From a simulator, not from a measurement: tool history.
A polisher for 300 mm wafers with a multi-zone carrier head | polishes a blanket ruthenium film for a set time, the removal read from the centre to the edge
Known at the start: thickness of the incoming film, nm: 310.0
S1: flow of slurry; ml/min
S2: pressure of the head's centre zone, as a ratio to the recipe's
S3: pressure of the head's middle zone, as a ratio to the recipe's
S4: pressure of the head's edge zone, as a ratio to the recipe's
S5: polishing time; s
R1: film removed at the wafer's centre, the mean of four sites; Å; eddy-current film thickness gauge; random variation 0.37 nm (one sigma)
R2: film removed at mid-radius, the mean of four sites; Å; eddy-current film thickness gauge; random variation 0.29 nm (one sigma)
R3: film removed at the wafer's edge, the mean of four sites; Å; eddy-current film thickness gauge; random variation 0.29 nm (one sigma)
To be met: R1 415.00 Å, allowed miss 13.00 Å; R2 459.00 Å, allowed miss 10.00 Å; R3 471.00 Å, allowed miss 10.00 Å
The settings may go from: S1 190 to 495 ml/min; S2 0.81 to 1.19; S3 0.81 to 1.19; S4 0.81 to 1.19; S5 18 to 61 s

run	hour	S1	S2	S3	S4	S5	R1	R2	R3
1	0.0	320	1.00	1.00	1.00	39	581.61	595.81	593.50
2	0.8	320	1.00	1.00	0.97	39	589.15	600.08	597.61
3	7.4	320	0.92	1.00	0.97	39	538.99	605.55	589.01
4	9.3	315	0.91	0.98	0.95	38	525.46	575.42	572.33
5	16.4	315	0.94	0.98	0.95	38	537.13	573.20	569.90
6	19.4	310	0.92	0.97	0.93	37	510.70	554.06	546.93
7	27.3	310	0.92	0.97	0.93	37	505.84	554.08	546.56
8	33.4	300	0.91	0.95	0.91	37	501.51	542.28	538.74

5 next moves are on the table. One of them brings every result within its allowed miss. Which?
A	39.5	200	1.00	0.90	0.92	35	?	?	?
B	39.5	260	0.90	0.95	0.87	35	?	?	?
C	39.5	300	0.83	0.92	0.92	31	?	?	?
D	39.5	315	0.89	0.96	0.99	31	?	?	?
E	39.5	240	0.84	0.90	0.98	32	?	?	?

move	R1	R2	R3
A	497.98	462.68	494.22
B	468.28	503.47	495.85
C	389.35	441.86	456.50
D	420.24	459.69	474.17
E	394.46	435.78	475.59
A: brings the result that was furthest off to its target, and leaves another outside
B: nearer than the last run, and not there yet
C: takes the result that was furthest off past its target
D: meets every target
E: takes the result that was furthest off past its target
The right move is D.
